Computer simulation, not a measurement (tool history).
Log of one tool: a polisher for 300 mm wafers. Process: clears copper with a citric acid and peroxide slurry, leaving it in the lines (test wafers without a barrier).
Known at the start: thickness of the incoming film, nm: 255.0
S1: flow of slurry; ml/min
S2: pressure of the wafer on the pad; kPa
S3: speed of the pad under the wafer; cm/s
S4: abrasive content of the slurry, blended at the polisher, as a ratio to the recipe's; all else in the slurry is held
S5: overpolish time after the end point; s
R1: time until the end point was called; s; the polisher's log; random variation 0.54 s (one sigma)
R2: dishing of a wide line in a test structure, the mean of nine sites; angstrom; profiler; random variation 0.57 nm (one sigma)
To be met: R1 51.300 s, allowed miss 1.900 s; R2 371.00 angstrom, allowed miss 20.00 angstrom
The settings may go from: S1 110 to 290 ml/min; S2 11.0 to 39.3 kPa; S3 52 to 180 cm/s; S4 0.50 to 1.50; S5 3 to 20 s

{"run": 1, "hour": 0.0, "S1": 185, "S2": 24.8, "S3": 116, "S4": 1.0, "S5": 10, "R1": 74.423, "R2": 239.21}
{"run": 2, "hour": 6.6, "S1": 185, "S2": 26.2, "S3": 116, "S4": 1.0, "S5": 10, "R1": 69.676, "R2": 247.92}
{"run": 3, "hour": 8.0, "S1": 160, "S2": 26.2, "S3": 116, "S4": 1.0, "S5": 10, "R1": 73.521, "R2": 250.7}
{"run": 4, "hour": 8.8, "S1": 160, "S2": 22.8, "S3": 116, "S4": 1.0, "S5": 10, "R1": 79.532, "R2": 229.7}
{"run": 5, "hour": 9.9, "S1": 160, "S2": 22.8, "S3": 116, "S4": 1.0, "S5": 6, "R1": 79.471, "R2": 142.71}
{"run": 6, "hour": 13.2, "S1": 160, "S2": 20.0, "S3": 116, "S4": 1.0, "S5": 6, "R1": 86.322, "R2": 128.46}
{"run": 7, "hour": 19.4, "S1": 145, "S2": 26.9, "S3": 114, "S4": 1.0, "S5": 11, "R1": 74.594, "R2": 269.49}
{"run": 8, "hour": 21.1, "S1": 155, "S2": 27.6, "S3": 114, "S4": 1.0, "S5": 11, "R1": 72.16, "R2": 283.46}
{"run": 9, "hour": 26.1, "S1": 165, "S2": 28.3, "S3": 114, "S4": 1.0, "S5": 11, "R1": 69.707, "R2": 284.58}
{"run": 10, "hour": 33.7, "S1": 170, "S2": 29.0, "S3": 114, "S4": 1.0, "S5": 11, "R1": 67.017, "R2": 291.39}
{"run": 11, "hour": 42.5, "S1": 175, "S2": 29.6, "S3": 114, "S4": 1.0, "S5": 11, "R1": 66.261, "R2": 292.99}
{"run": 12, "hour": 46.5, "S1": 180, "S2": 30.3, "S3": 114, "S4": 1.0, "S5": 11, "R1": 66.395, "R2": 310.88}
{"run": 13, "hour": 52.6, "S1": 185, "S2": 31.7, "S3": 114, "S4": 1.0, "S5": 11, "R1": 62.008, "R2": 310.76}
{"run": 14, "hour": 55.3, "S1": 190, "S2": 32.4, "S3": 114, "S4": 1.0, "S5": 11, "R1": 61.872, "R2": 313.64}
{"run": 15, "hour": 60.1, "S1": 190, "S2": 33.1, "S3": 114, "S4": 1.0, "S5": 11, "R1": 60.065, "R2": 325.02}
{"run": 16, "hour": 69.2, "S1": 190, "S2": 33.8, "S3": 114, "S4": 1.0, "S5": 11, "R1": 59.175, "R2": 326.77}
{"hour": 74.4, "done": "slurry nozzle cleaned"}
{"run": 17, "hour": 74.4, "S1": 190, "S2": 33.8, "S3": 114, "S4": 1.0, "S5": 11, "R1": 56.788, "R2": 340.16}

5 next moves are on the table. One of them brings every result within its allowed miss. Which?
{"run": "A", "hour": 79.6, "S1": 230, "S2": 33.8, "S3": 88, "S4": 1.25, "S5": 14, "R1": "?", "R2": "?"}
{"run": "B", "hour": 79.6, "S1": 185, "S2": 36.5, "S3": 120, "S4": 1.0, "S5": 13, "R1": "?", "R2": "?"}
{"run": "C", "hour": 79.6, "S1": 140, "S2": 39.3, "S3": 114, "S4": 1.15, "S5": 11, "R1": "?", "R2": "?"}
{"run": "D", "hour": 79.6, "S1": 185, "S2": 38.6, "S3": 128, "S4": 0.9, "S5": 9, "R1": "?", "R2": "?"}
{"run": "E", "hour": 79.6, "S1": 125, "S2": 29.6, "S3": 118, "S4": 1.2, "S5": 11, "R1": "?", "R2": "?"}

move=A R1=66.728 R2=361.28
move=B R1=50.119 R2=435.18
move=C R1=50.562 R2=374.61
move=D R1=45.995 R2=340.87
move=E R1=60.911 R2=315.01
A: further off than the last run
B: brings the result that was furthest off to its target, and leaves another outside
C: meets every target
D: takes the result that was furthest off past its target
E: further off than the last run
Answer: C

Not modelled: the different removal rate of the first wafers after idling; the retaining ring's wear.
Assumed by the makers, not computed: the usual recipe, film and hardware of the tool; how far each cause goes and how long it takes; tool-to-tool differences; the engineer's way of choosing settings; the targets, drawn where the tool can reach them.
